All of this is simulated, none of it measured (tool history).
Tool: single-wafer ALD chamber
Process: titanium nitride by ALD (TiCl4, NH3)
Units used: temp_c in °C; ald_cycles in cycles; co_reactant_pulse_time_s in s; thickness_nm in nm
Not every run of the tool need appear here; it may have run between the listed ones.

run	day	temp_c	ald_cycles	co_reactant_pulse_time_s	thickness_nm
1	0.000	380	45	2.39	0.98406
2	0.292	378	45	2.21	0.97194
3	0.492	371	45	2.21	0.97704
4	0.675	371	45	1.74	0.96044
5	0.762	371	45	1.74	0.96027
6	1.067	371	45	1.67	0.95303
7	1.204	371	45	1.64	0.95486
8	1.338	371	45	1.59	0.95210

Run 9 is up next; what results do you expect?
9	1.471	371	45	1.56	?

thickness_nm: 0.95391 nm
